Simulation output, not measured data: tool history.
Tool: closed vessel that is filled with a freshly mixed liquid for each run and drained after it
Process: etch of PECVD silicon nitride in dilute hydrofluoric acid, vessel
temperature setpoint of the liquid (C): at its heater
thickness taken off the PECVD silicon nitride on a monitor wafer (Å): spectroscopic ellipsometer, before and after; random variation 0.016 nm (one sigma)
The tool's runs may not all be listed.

run  hour  temperature setpoint of the liquid (C)  parts of water to one part of 49 % hydrofluoric acid (parts by volume)  time in the liquid (s)  thickness taken off the PECVD silicon nitride on a monitor wafer (Å)
  1   0.0                                    23.0                                                                     105                     550                                                                99.521
  2   2.9                                    22.5                                                                     110                     550                                                                91.218
  3   9.4                                    22.0                                                                     115                     550                                                                84.628
  4  17.4                                    21.5                                                                     120                     550                                                                78.414
  5  26.8                                    25.0                                                                     120                     550                                                                98.278
  6  35.1                                    25.0                                                                     120                     550                                                                98.782
  7  41.0                                    24.0                                                                     125                     550                                                                89.061
  8  50.3                                    23.0                                                                     130                     550                                                                80.265
  9  53.7                                    19.0                                                                     170                     550                                                                47.277
 10  56.0                                    19.0                                                                     170                     550                                                                46.994
 11  58.7                                    18.0                                                                     170                     550                                                                43.699
 12  66.7                                    17.5                                                                     170                     550                                                                42.557
     70.5  -- hydrofluoric acid flow meter replaced
 13  70.5                                    17.0                                                                     170                     550                                                                37.317
 14  73.2                                    17.5                                                                     170                     550                                                                39.082

Forecast run 15:
 15  74.6                                    18.0                                                                     170                     550                                                                     ?

thickness taken off the PECVD silicon nitride on a monitor wafer (Å): 39.888
